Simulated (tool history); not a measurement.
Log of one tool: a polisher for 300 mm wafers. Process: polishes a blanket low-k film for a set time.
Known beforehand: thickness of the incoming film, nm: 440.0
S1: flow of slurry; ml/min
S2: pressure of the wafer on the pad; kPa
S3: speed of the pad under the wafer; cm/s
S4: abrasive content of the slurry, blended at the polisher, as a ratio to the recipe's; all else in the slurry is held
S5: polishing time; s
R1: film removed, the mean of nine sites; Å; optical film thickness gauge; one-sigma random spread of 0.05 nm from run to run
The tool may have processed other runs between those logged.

run  hour   S1    S2  S3    S4  S5       R1
  1   0.0  150  12.4  88  1.00  33  129.920
  2   6.6  150  12.4  98  1.00  33  142.150
  3   9.3  150  12.4  98  1.15  33  150.870
  4  11.8  150  11.0  98  1.15  33  134.300
  5  20.3  145   9.7  90  1.15  33  110.830
  6  23.5  120   9.7  90  1.15  33  106.080
  7  30.4  115   8.3  86  1.15  33   86.696
  8  33.0  110   7.6  86  1.15  33   80.189
  9  36.7  105   6.9  86  1.15  33   72.738
 10  39.7  100   6.9  86  1.15  33   70.721
 11  40.9   90   5.5  86  1.15  33   56.307
 12  47.1  100   5.5  86  1.15  33   58.565

What does the tool deliver on the next run?
 13  50.7  105  5.5  86  1.15  33   ?

{"run 13": {"R1": 58.023}}
